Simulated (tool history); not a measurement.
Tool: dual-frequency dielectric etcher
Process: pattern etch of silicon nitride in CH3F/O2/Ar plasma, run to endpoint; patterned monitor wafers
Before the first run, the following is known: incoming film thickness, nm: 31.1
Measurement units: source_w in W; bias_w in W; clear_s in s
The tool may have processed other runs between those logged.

run 1 hour=0 | source_w=420 bias_w=96 | clear_s=40.302
run 2 hour=4.3 | source_w=400 bias_w=95 | clear_s=41.149
run 3 hour=8.1 | source_w=440 bias_w=95 | clear_s=39.619
run 4 hour=9.7 | source_w=440 bias_w=83 | clear_s=41.74
run 5 hour=14.3 | source_w=420 bias_w=82 | clear_s=42.501
run 6 hour=18.2 | source_w=420 bias_w=76 | clear_s=43.53
run 7 hour=26 | source_w=410 bias_w=76 | clear_s=43.946

What does the tool deliver on the next run?
run 8 hour=32.9 | source_w=400 bias_w=76 | clear_s=?

{"run 8": {"clear_s": 44.111}}
